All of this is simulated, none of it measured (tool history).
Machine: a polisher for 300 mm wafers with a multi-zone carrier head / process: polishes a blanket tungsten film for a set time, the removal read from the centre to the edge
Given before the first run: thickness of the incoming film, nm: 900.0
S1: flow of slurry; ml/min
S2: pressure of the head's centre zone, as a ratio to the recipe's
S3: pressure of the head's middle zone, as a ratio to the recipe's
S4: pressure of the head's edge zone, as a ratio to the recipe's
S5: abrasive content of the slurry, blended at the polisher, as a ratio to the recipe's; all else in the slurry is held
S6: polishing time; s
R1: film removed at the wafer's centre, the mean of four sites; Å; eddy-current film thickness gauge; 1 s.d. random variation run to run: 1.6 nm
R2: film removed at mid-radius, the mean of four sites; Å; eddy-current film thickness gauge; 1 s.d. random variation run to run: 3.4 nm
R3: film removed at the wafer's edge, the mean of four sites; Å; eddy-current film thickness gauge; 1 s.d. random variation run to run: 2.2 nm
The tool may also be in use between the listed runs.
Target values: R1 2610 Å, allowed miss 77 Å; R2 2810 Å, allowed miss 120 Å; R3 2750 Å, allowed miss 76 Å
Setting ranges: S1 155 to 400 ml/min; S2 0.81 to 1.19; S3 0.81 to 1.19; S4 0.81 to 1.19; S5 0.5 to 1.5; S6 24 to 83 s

run	hour	S1	S2	S3	S4	S5	S6	R1	R2	R3
1	0	255	1	1	1	1	53	3402.8	3454.8	3416
2	7.1	250	0.97	0.98	0.97	0.9	53	3280.6	3298	3267
3	11.2	215	0.97	0.98	0.97	0.9	53	3160.6	3243.7	3188.7
4	18.1	205	0.94	0.96	0.95	0.85	53	2997.1	3068.7	3093.4
5	19	205	0.88	0.96	0.95	0.85	53	2886.4	3086.8	3129.5
6	24.8	195	0.87	0.96	0.92	0.8	53	2781.8	2998.6	2945.2
7	28.2	190	0.86	0.95	0.91	0.8	53	2764.8	3008	2931
8	35.6	185	0.85	0.94	0.9	0.8	53	2728.7	2946.5	2922.4
9	41.8	185	0.85	0.94	0.9	0.8	53	2725	2887.7	2940.1
10	46.2	180	0.84	0.94	0.88	0.8	53	2666.6	2900.6	2929.4
11	46.9	180	0.84	0.94	0.87	0.75	53	2640.3	2956.6	2820.9

Which one of the following 4 next-run settings gets every result inside its allowed miss? There is exactly one.
A	47.6	175	0.87	0.95	0.83	0.75	54	?	?	?
B	47.6	165	0.83	1.02	0.81	0.5	62	?	?	?
C	47.6	270	0.84	0.93	0.88	0.8	48	?	?	?
D	47.6	180	0.81	1.07	0.83	0.75	54	?	?	?

move	R1	R2	R3
A	2750.8	2946.1	2815
B	2696.7	3162.9	2822.7
C	2620.9	2798.9	2747.6
D	2647.9	3276.3	2821.7
A: lands further from the targets than the last run did
B: lands further from the targets than the last run did
C: meets every target
D: lands further from the targets than the last run did
The move that meets every target is C.
